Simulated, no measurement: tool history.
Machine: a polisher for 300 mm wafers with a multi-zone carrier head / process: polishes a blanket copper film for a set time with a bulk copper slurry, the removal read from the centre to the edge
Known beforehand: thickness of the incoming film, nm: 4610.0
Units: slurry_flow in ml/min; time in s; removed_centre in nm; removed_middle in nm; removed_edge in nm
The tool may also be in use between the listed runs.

run 1 day=0.000 | slurry_flow=230 centre_zone=1.00 middle_zone=1.00 edge_zone=1.00 slurry_solids=1.00 time=34 | removed_centre=303.13 removed_middle=302.81 removed_edge=314.38
run 2 day=0.104 | slurry_flow=230 centre_zone=1.00 middle_zone=1.00 edge_zone=1.00 slurry_solids=0.90 time=34 | removed_centre=296.30 removed_middle=301.81 removed_edge=310.54
run 3 day=0.367 | slurry_flow=240 centre_zone=1.01 middle_zone=1.02 edge_zone=1.02 slurry_solids=0.95 time=34 | removed_centre=304.02 removed_middle=309.89 removed_edge=303.91
run 4 day=0.562 | slurry_flow=280 centre_zone=1.01 middle_zone=1.02 edge_zone=1.02 slurry_solids=0.95 time=34 | removed_centre=309.19 removed_middle=315.22 removed_edge=313.15
run 5 day=0.588 | slurry_flow=280 centre_zone=1.01 middle_zone=1.10 edge_zone=1.02 slurry_solids=0.95 time=34 | removed_centre=307.49 removed_middle=338.17 removed_edge=314.01
run 6 day=0.888 | slurry_flow=280 centre_zone=1.01 middle_zone=1.10 edge_zone=1.02 slurry_solids=0.95 time=37 | removed_centre=338.11 removed_middle=365.14 removed_edge=343.06
run 7 day=1.179 | slurry_flow=280 centre_zone=1.01 middle_zone=1.09 edge_zone=1.03 slurry_solids=1.00 time=37 | removed_centre=341.84 removed_middle=365.59 removed_edge=348.81
run 8 day=1.329 | slurry_flow=280 centre_zone=1.01 middle_zone=1.09 edge_zone=1.04 slurry_solids=1.00 time=37 | removed_centre=343.15 removed_middle=366.93 removed_edge=350.11
run 9 day=1.488 | slurry_flow=280 centre_zone=1.01 middle_zone=1.09 edge_zone=1.05 slurry_solids=1.00 time=37 | removed_centre=341.77 removed_middle=365.95 removed_edge=348.17
run 10 day=1.638 | slurry_flow=280 centre_zone=1.01 middle_zone=1.08 edge_zone=1.05 slurry_solids=1.05 time=37 | removed_centre=346.05 removed_middle=365.06 removed_edge=365.22

The next listed run, before its measurement:
run 11 day=1.708 | slurry_flow=280 centre_zone=1.01 middle_zone=1.08 edge_zone=1.05 slurry_solids=1.05 time=37 | removed_centre=? removed_middle=? removed_edge=?

{"run 11": {"removed_centre": 349.06, "removed_middle": 361.15, "removed_edge": 352.66}}
